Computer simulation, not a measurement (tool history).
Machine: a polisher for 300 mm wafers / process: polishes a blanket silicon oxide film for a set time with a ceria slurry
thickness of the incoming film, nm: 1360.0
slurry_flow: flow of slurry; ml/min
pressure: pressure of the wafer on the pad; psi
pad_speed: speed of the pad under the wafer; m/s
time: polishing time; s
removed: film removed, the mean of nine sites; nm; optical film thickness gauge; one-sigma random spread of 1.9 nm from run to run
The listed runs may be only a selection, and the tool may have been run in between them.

Run 1, hour 0.0: slurry_flow 320 ml/min, pressure 4.1 psi, pad_speed 1.18 m/s, time 41 s. Result: removed 286.32 nm.
Run 2, hour 5.0: slurry_flow 320 ml/min, pressure 4.5 psi, pad_speed 1.18 m/s, time 41 s. Result: removed 314.26 nm.
Run 3, hour 12.8: slurry_flow 265 ml/min, pressure 4.5 psi, pad_speed 1.18 m/s, time 41 s. Result: removed 304.05 nm.
Run 4, hour 21.7: slurry_flow 255 ml/min, pressure 4.1 psi, pad_speed 1.18 m/s, time 41 s. Result: removed 277.55 nm.
Run 5, hour 30.0: slurry_flow 255 ml/min, pressure 4.1 psi, pad_speed 1.18 m/s, time 37 s. Result: removed 246.47 nm.
At hour 32.6: slurry nozzle cleaned.
Run 6, hour 32.6: slurry_flow 255 ml/min, pressure 4.1 psi, pad_speed 1.18 m/s, time 37 s. Result: removed 267.63 nm.
Run 7, hour 34.2: slurry_flow 255 ml/min, pressure 4.1 psi, pad_speed 1.18 m/s, time 37 s. Result: removed 262.38 nm.

Forecast run 8:
Run 8, hour 36.0: slurry_flow 250 ml/min, pressure 3.9 psi, pad_speed 1.18 m/s, time 37 s. Result: removed ?.

Run 8 yielded removed 252.26 nm.
